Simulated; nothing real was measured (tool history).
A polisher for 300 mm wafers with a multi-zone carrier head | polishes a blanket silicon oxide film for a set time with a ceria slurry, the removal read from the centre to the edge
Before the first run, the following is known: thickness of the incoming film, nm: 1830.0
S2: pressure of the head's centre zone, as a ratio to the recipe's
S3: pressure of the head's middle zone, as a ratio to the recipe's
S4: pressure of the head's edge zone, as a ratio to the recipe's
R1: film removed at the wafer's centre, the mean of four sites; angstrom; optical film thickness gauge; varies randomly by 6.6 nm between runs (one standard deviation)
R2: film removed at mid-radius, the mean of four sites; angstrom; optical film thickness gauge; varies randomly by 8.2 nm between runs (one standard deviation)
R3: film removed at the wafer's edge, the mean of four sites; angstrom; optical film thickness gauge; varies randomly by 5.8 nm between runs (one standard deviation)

run 1 hour=0.0 | flow_of_slurry_(ml/min)=285 S2=1.00 S3=1.00 S4=1.00 polishing_time_(s)=82 | R1=3932.8 R2=3965.4 R3=3910.0
run 2 hour=6.7 | flow_of_slurry_(ml/min)=285 S2=1.00 S3=1.00 S4=1.00 polishing_time_(s)=95 | R1=4629.7 R2=4666.1 R3=4519.1
run 3 hour=9.3 | flow_of_slurry_(ml/min)=325 S2=1.00 S3=1.00 S4=1.00 polishing_time_(s)=95 | R1=4721.6 R2=4883.6 R3=4432.0
run 4 hour=14.7 | flow_of_slurry_(ml/min)=325 S2=1.00 S3=1.00 S4=1.03 polishing_time_(s)=95 | R1=4745.2 R2=4695.9 R3=4622.8
run 5 hour=16.1 | flow_of_slurry_(ml/min)=325 S2=1.00 S3=1.02 S4=1.04 polishing_time_(s)=96 | R1=4745.6 R2=4803.4 R3=4652.4
run 6 hour=19.3 | flow_of_slurry_(ml/min)=325 S2=1.00 S3=1.08 S4=1.04 polishing_time_(s)=96 | R1=4755.4 R2=5134.0 R3=4659.5

Predict the results of run 7:
run 7 hour=24.7 | flow_of_slurry_(ml/min)=325 S2=1.00 S3=1.09 S4=1.05 polishing_time_(s)=97 | R1=? R2=? R3=?

Run 7 came out at R1 4863.4 angstrom, R2 5151.4 angstrom, R3 4675.9 angstrom.
